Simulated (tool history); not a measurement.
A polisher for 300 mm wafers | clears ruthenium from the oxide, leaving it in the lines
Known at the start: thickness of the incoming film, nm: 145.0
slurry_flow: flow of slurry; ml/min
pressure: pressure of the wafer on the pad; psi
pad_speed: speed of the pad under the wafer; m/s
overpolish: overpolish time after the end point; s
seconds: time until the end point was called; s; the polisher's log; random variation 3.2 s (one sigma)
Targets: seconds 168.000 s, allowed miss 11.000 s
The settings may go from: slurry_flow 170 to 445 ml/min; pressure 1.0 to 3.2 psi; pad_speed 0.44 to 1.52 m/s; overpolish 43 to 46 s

run,day,slurry_flow,pressure,pad_speed,overpolish,seconds
1,0.000,285,2.1,0.98,43,123.520
2,0.129,285,2.5,0.98,43,100.850
3,0.233,345,2.5,0.98,43,102.470
4,0.588,345,2.5,0.98,43,103.600
5,0.746,345,2.5,1.18,43,86.163
6,0.950,290,2.5,1.18,43,84.107
7,1.008,290,2.3,1.16,43,96.869
8,1.229,290,2.2,1.14,43,99.395
9,1.275,290,2.1,1.12,43,105.150
10,1.621,290,2.0,1.10,43,114.380
11,1.796,290,2.0,1.10,43,116.950
12,1.946,290,1.9,1.10,43,117.500
13,2.033,285,1.3,0.98,43,191.510
14,2.279,285,1.4,0.98,43,182.440

5 next moves are on the table. One of them brings every result within its allowed miss. Which?
A,2.525,305,1.3,1.12,43,?
B,2.525,210,1.4,0.96,43,?
C,2.525,280,1.4,0.94,46,?
D,2.525,265,1.3,0.92,43,?
E,2.525,265,1.3,1.00,46,?

move,seconds
A,171.490
B,194.210
C,191.090
D,210.680
E,194.320
A: meets every target
B: further off than the last run
C: further off than the last run
D: further off than the last run
E: further off than the last run
Move A is the one to make.
